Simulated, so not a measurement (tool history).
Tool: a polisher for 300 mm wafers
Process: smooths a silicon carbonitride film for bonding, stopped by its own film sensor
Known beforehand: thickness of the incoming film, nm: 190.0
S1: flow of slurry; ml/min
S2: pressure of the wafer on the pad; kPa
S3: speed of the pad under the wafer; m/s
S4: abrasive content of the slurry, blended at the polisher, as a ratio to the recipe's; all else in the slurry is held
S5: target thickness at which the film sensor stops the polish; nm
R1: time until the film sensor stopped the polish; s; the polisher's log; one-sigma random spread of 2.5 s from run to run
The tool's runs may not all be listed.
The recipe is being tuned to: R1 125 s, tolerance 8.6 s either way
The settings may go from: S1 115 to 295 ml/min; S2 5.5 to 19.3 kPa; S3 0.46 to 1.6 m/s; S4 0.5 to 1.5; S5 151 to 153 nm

Run 1, hour 0: S1 190 ml/min, S2 12.4 kPa, S3 1.02 m/s, S4 1, S5 153 nm. Result: R1 199.4 s.
Run 2, hour 0.7: S1 190 ml/min, S2 12.4 kPa, S3 1.02 m/s, S4 1, S5 151 nm. Result: R1 206.41 s.
Run 3, hour 2.3: S1 190 ml/min, S2 10.3 kPa, S3 1.02 m/s, S4 1, S5 151 nm. Result: R1 239.92 s.
Run 4, hour 5.2: S1 190 ml/min, S2 10.3 kPa, S3 1.02 m/s, S4 1.2, S5 151 nm. Result: R1 224.96 s.
Run 5, hour 7.5: S1 190 ml/min, S2 12.4 kPa, S3 1.06 m/s, S4 1.2, S5 151 nm. Result: R1 184.1 s.
Run 6, hour 13.9: S1 190 ml/min, S2 12.4 kPa, S3 1.06 m/s, S4 1.2, S5 153 nm. Result: R1 175.46 s.
Run 7, hour 17.2: S1 190 ml/min, S2 13.8 kPa, S3 1.08 m/s, S4 1.2, S5 153 nm. Result: R1 156.66 s.
Run 8, hour 25: S1 190 ml/min, S2 14.5 kPa, S3 1.1 m/s, S4 1.2, S5 153 nm. Result: R1 144.34 s.
Run 9, hour 29.6: S1 190 ml/min, S2 15.2 kPa, S3 1.1 m/s, S4 1.2, S5 153 nm. Result: R1 139.45 s.
Run 10, hour 35: S1 190 ml/min, S2 15.9 kPa, S3 1.1 m/s, S4 1.2, S5 153 nm. Result: R1 133.85 s.

Exactly one of the 4 candidate moves below puts every result within its allowed miss. Which one?
Run A, hour 40.4: S1 185 ml/min, S2 15.9 kPa, S3 1 m/s, S4 1.2, S5 151 nm. Result: R1 ?.
Run B, hour 40.4: S1 190 ml/min, S2 15.2 kPa, S3 1.1 m/s, S4 1.15, S5 152 nm. Result: R1 ?.
Run C, hour 40.4: S1 170 ml/min, S2 15.2 kPa, S3 1.34 m/s, S4 1.2, S5 153 nm. Result: R1 ?.
Run D, hour 40.4: S1 155 ml/min, S2 16.5 kPa, S3 0.8 m/s, S4 1.45, S5 152 nm. Result: R1 ?.

move      R1
   A  148.24
   B  145.05
   C  126.16
   D  148.89
A: moves away from the targets compared with the last run
B: moves away from the targets compared with the last run
C: meets every target
D: moves away from the targets compared with the last run
The right move is C.
